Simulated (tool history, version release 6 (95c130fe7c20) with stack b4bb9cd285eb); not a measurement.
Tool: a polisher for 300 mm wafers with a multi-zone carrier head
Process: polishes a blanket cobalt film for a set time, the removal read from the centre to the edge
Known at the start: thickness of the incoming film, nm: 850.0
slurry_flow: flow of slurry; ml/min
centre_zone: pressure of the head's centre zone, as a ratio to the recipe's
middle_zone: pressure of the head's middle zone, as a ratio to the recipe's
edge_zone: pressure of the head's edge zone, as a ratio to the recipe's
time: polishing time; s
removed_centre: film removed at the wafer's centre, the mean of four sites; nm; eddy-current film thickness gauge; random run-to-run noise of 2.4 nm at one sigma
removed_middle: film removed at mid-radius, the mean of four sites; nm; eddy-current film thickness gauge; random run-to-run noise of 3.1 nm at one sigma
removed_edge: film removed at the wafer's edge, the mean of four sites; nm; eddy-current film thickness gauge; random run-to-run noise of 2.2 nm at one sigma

{"run": 1, "hour": 0.0, "slurry_flow": 150, "centre_zone": 1, "middle_zone": 1, "edge_zone": 1, "time": 67, "removed_centre": 170.73, "removed_middle": 174.56, "removed_edge": 176.32}
{"run": 2, "hour": 3.0, "slurry_flow": 150, "centre_zone": 1, "middle_zone": 1, "edge_zone": 1, "time": 56, "removed_centre": 147.15, "removed_middle": 144.94, "removed_edge": 147.7}
{"run": 3, "hour": 11.8, "slurry_flow": 150, "centre_zone": 1, "middle_zone": 1, "edge_zone": 1, "time": 47, "removed_centre": 121.58, "removed_middle": 122.81, "removed_edge": 123.88}
{"run": 4, "hour": 17.9, "slurry_flow": 155, "centre_zone": 0.99, "middle_zone": 1.02, "edge_zone": 1.02, "time": 51, "removed_centre": 134.51, "removed_middle": 139.76, "removed_edge": 137.09}
{"run": 5, "hour": 24.2, "slurry_flow": 155, "centre_zone": 0.99, "middle_zone": 1.02, "edge_zone": 1.1, "time": 51, "removed_centre": 133.27, "removed_middle": 136.58, "removed_edge": 140.55}
{"run": 6, "hour": 28.8, "slurry_flow": 155, "centre_zone": 0.99, "middle_zone": 1.08, "edge_zone": 1.1, "time": 51, "removed_centre": 135.96, "removed_middle": 140.29, "removed_edge": 142.17}
{"run": 7, "hour": 32.2, "slurry_flow": 160, "centre_zone": 0.97, "middle_zone": 1.1, "edge_zone": 1.1, "time": 54, "removed_centre": 141.06, "removed_middle": 153.64, "removed_edge": 148.55}
{"run": 8, "hour": 40.7, "slurry_flow": 165, "centre_zone": 0.96, "middle_zone": 1.11, "edge_zone": 1.11, "time": 57, "removed_centre": 145.51, "removed_middle": 167.25, "removed_edge": 157.84}
{"run": 9, "hour": 42.2, "slurry_flow": 170, "centre_zone": 0.96, "middle_zone": 1.11, "edge_zone": 1.12, "time": 60, "removed_centre": 151.98, "removed_middle": 174.27, "removed_edge": 169.98}
{"run": 10, "hour": 48.0, "slurry_flow": 175, "centre_zone": 0.96, "middle_zone": 1.12, "edge_zone": 1.12, "time": 62, "removed_centre": 161.87, "removed_middle": 183.37, "removed_edge": 170.4}
{"run": 11, "hour": 54.2, "slurry_flow": 175, "centre_zone": 0.96, "middle_zone": 1.12, "edge_zone": 1.12, "time": 64, "removed_centre": 167.53, "removed_middle": 188.56, "removed_edge": 179.68}
{"run": 12, "hour": 57.1, "slurry_flow": 180, "centre_zone": 0.95, "middle_zone": 1.13, "edge_zone": 1.13, "time": 65, "removed_centre": 165.92, "removed_middle": 194.98, "removed_edge": 188.36}
{"run": 13, "hour": 62.8, "slurry_flow": 185, "centre_zone": 0.95, "middle_zone": 1.14, "edge_zone": 1.13, "time": 66, "removed_centre": 171.54, "removed_middle": 198.65, "removed_edge": 186.75}
{"run": 14, "hour": 70.9, "slurry_flow": 185, "centre_zone": 0.95, "middle_zone": 1.15, "edge_zone": 1.14, "time": 67, "removed_centre": 174.59, "removed_middle": 199.28, "removed_edge": 190.59}
{"run": 15, "hour": 73.2, "slurry_flow": 185, "centre_zone": 0.95, "middle_zone": 1.16, "edge_zone": 1.14, "time": 68, "removed_centre": 174.08, "removed_middle": 208.75, "removed_edge": 193.51}
{"run": 16, "hour": 75.1, "slurry_flow": 190, "centre_zone": 0.95, "middle_zone": 1.16, "edge_zone": 1.15, "time": 69, "removed_centre": 176.89, "removed_middle": 210.98, "removed_edge": 198.21}
{"run": 17, "hour": 81.5, "slurry_flow": 190, "centre_zone": 0.95, "middle_zone": 1.16, "edge_zone": 1.15, "time": 70, "removed_centre": 181.99, "removed_middle": 212.65, "removed_edge": 203.32}

What will run 18 give?
{"run": 18, "hour": 87.0, "slurry_flow": 190, "centre_zone": 0.95, "middle_zone": 1.16, "edge_zone": 1.15, "time": 71, "removed_centre": "?", "removed_middle": "?", "removed_edge": "?"}

{"run 18": {"removed_centre": 187.41, "removed_middle": 212.94, "removed_edge": 203.67}}
